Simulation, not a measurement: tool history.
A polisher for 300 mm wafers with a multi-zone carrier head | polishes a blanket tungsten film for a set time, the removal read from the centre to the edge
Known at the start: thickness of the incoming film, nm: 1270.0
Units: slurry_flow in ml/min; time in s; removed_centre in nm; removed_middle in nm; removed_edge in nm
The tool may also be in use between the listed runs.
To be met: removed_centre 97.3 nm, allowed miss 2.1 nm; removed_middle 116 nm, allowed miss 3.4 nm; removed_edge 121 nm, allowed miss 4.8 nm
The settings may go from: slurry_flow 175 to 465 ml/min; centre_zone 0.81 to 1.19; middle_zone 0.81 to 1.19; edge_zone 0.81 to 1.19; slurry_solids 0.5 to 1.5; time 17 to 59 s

{"run": 1, "hour": 0.0, "slurry_flow": 295, "centre_zone": 1, "middle_zone": 1, "edge_zone": 1, "slurry_solids": 1, "time": 38, "removed_centre": 117.08, "removed_middle": 120.32, "removed_edge": 115.97}
{"run": 2, "hour": 4.7, "slurry_flow": 320, "centre_zone": 1, "middle_zone": 1, "edge_zone": 1, "slurry_solids": 1, "time": 38, "removed_centre": 118.71, "removed_middle": 119.11, "removed_edge": 116.44}
{"run": 3, "hour": 9.7, "slurry_flow": 320, "centre_zone": 1, "middle_zone": 1, "edge_zone": 1.05, "slurry_solids": 1, "time": 38, "removed_centre": 119, "removed_middle": 121.72, "removed_edge": 117.46}
{"run": 4, "hour": 12.1, "slurry_flow": 320, "centre_zone": 1.04, "middle_zone": 1, "edge_zone": 1.05, "slurry_solids": 1, "time": 38, "removed_centre": 121.56, "removed_middle": 122.44, "removed_edge": 118.89}
{"run": 5, "hour": 17.5, "slurry_flow": 290, "centre_zone": 0.99, "middle_zone": 0.99, "edge_zone": 1.08, "slurry_solids": 1, "time": 38, "removed_centre": 114.39, "removed_middle": 118.96, "removed_edge": 117.98}
{"run": 6, "hour": 24.2, "slurry_flow": 270, "centre_zone": 0.96, "middle_zone": 0.99, "edge_zone": 1.1, "slurry_solids": 1.05, "time": 38, "removed_centre": 112.1, "removed_middle": 118.01, "removed_edge": 123.58}
{"run": 7, "hour": 30.4, "slurry_flow": 260, "centre_zone": 0.94, "middle_zone": 1, "edge_zone": 1.1, "slurry_solids": 1.05, "time": 38, "removed_centre": 109.81, "removed_middle": 118.03, "removed_edge": 121.84}
{"run": 8, "hour": 36.9, "slurry_flow": 250, "centre_zone": 0.92, "middle_zone": 1.01, "edge_zone": 1.1, "slurry_solids": 1.05, "time": 38, "removed_centre": 105.83, "removed_middle": 119.19, "removed_edge": 119.34}
{"run": 9, "hour": 40.3, "slurry_flow": 240, "centre_zone": 0.91, "middle_zone": 1.01, "edge_zone": 1.11, "slurry_solids": 1.05, "time": 38, "removed_centre": 106.05, "removed_middle": 117.54, "removed_edge": 118.35}
{"run": 10, "hour": 48.3, "slurry_flow": 240, "centre_zone": 0.91, "middle_zone": 1.01, "edge_zone": 1.11, "slurry_solids": 1.05, "time": 38, "removed_centre": 105.54, "removed_middle": 117.8, "removed_edge": 117.82}
{"run": 11, "hour": 52.0, "slurry_flow": 200, "centre_zone": 0.83, "middle_zone": 1, "edge_zone": 1.17, "slurry_solids": 1.05, "time": 38, "removed_centre": 93.237, "removed_middle": 113.53, "removed_edge": 120.43}

4 next moves are on the table. One of them brings every result within its allowed miss. Which?
{"run": "A", "hour": 55.7, "slurry_flow": 175, "centre_zone": 0.81, "middle_zone": 0.99, "edge_zone": 1.17, "slurry_solids": 0.95, "time": 40, "removed_centre": "?", "removed_middle": "?", "removed_edge": "?"}
{"run": "B", "hour": 55.7, "slurry_flow": 320, "centre_zone": 0.83, "middle_zone": 0.97, "edge_zone": 1.19, "slurry_solids": 0.9, "time": 40, "removed_centre": "?", "removed_middle": "?", "removed_edge": "?"}
{"run": "C", "hour": 55.7, "slurry_flow": 255, "centre_zone": 0.84, "middle_zone": 1.05, "edge_zone": 1.16, "slurry_solids": 0.95, "time": 38, "removed_centre": "?", "removed_middle": "?", "removed_edge": "?"}
{"run": "D", "hour": 55.7, "slurry_flow": 280, "centre_zone": 0.85, "middle_zone": 1, "edge_zone": 1.19, "slurry_solids": 1.05, "time": 37, "removed_centre": "?", "removed_middle": "?", "removed_edge": "?"}

move=A removed_centre=92.317 removed_middle=114.71 removed_edge=123.15
move=B removed_centre=103.31 removed_middle=122.2 removed_edge=131.61
move=C removed_centre=97.218 removed_middle=121.88 removed_edge=121.92
move=D removed_centre=98.276 removed_middle=116.83 removed_edge=123.02
A: further off than the last run
B: takes the result that was furthest off past its target
C: brings the result that was furthest off to its target, and leaves another outside
D: meets every target
Answer: D
